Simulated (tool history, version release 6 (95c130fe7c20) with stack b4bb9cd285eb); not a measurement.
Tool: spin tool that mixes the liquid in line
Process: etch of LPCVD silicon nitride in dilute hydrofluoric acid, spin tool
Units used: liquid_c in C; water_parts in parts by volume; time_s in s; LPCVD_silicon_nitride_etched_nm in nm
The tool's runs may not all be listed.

run	hour	liquid_c	water_parts	time_s	LPCVD_silicon_nitride_etched_nm
1	0	22	85	285	1.7281
2	1.4	23.5	75	290	2.1458
3	6.5	24.5	65	295	2.7781
4	8.5	25.5	60	295	3.296
5	16.9	22	60	295	2.5582
6	19.9	22	60	285	2.4468
7	26.7	23	55	290	2.8286

Run 8 comes next. What will it give?
8	28.5	24	50	290	?

LPCVD_silicon_nitride_etched_nm: 3.301 nm
